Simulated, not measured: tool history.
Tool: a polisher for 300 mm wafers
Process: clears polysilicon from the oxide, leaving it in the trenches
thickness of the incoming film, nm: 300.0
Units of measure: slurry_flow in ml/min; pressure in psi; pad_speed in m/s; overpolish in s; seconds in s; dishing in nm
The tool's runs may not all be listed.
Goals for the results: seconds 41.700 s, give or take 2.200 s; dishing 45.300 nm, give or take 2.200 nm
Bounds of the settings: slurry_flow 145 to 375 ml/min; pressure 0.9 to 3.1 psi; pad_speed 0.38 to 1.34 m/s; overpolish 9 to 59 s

Run 1, hour 0.0: slurry_flow 240 ml/min, pressure 2.0 psi, pad_speed 0.86 m/s, overpolish 30 s. Result: seconds 28.138 s, dishing 84.260 nm.
Run 2, hour 7.2: slurry_flow 240 ml/min, pressure 2.0 psi, pad_speed 0.86 m/s, overpolish 36 s. Result: seconds 29.191 s, dishing 85.357 nm.
Run 3, hour 16.1: slurry_flow 280 ml/min, pressure 2.0 psi, pad_speed 0.86 m/s, overpolish 36 s. Result: seconds 28.681 s, dishing 89.241 nm.
Run 4, hour 17.4: slurry_flow 235 ml/min, pressure 1.7 psi, pad_speed 0.84 m/s, overpolish 27 s. Result: seconds 33.454 s, dishing 81.419 nm.
Run 5, hour 21.5: slurry_flow 210 ml/min, pressure 1.7 psi, pad_speed 0.84 m/s, overpolish 27 s. Result: seconds 33.597 s, dishing 80.977 nm.
Run 6, hour 27.2: slurry_flow 190 ml/min, pressure 1.7 psi, pad_speed 0.76 m/s, overpolish 21 s. Result: seconds 37.383 s, dishing 71.812 nm.
Run 7, hour 30.8: slurry_flow 175 ml/min, pressure 2.0 psi, pad_speed 0.62 m/s, overpolish 17 s. Result: seconds 39.258 s, dishing 67.002 nm.
Run 8, hour 39.1: slurry_flow 165 ml/min, pressure 2.2 psi, pad_speed 0.54 m/s, overpolish 14 s. Result: seconds 41.030 s, dishing 58.889 nm.
Run 9, hour 43.8: slurry_flow 160 ml/min, pressure 2.4 psi, pad_speed 0.48 m/s, overpolish 12 s. Result: seconds 41.518 s, dishing 54.866 nm.
Run 10, hour 46.8: slurry_flow 155 ml/min, pressure 2.5 psi, pad_speed 0.44 m/s, overpolish 11 s. Result: seconds 44.290 s, dishing 50.572 nm.

Which single option among these 5 for the next run brings every result within its allowed miss of target? Just one does.
Run A, hour 49.8: slurry_flow 145 ml/min, pressure 2.3 psi, pad_speed 0.52 m/s, overpolish 9 s. Result: seconds ?, dishing ?.
Run B, hour 49.8: slurry_flow 215 ml/min, pressure 2.6 psi, pad_speed 0.48 m/s, overpolish 9 s. Result: seconds ?, dishing ?.
Run C, hour 49.8: slurry_flow 185 ml/min, pressure 2.1 psi, pad_speed 0.46 m/s, overpolish 13 s. Result: seconds ?, dishing ?.
Run D, hour 49.8: slurry_flow 145 ml/min, pressure 2.5 psi, pad_speed 0.40 m/s, overpolish 15 s. Result: seconds ?, dishing ?.
Run E, hour 49.8: slurry_flow 195 ml/min, pressure 2.9 psi, pad_speed 0.44 m/s, overpolish 9 s. Result: seconds ?, dishing ?.

move  seconds  dishing
   A   41.711   45.602
   B   37.075   49.307
   C   48.343   52.590
   D   47.815   57.581
   E   36.316   49.966
A: meets every target
B: closes in on the targets versus the last run, not all within tolerance yet
C: further off than the last run
D: further off than the last run
E: about the same distance from the targets as the last run
So the answer is move A, the one that meets all the targets.

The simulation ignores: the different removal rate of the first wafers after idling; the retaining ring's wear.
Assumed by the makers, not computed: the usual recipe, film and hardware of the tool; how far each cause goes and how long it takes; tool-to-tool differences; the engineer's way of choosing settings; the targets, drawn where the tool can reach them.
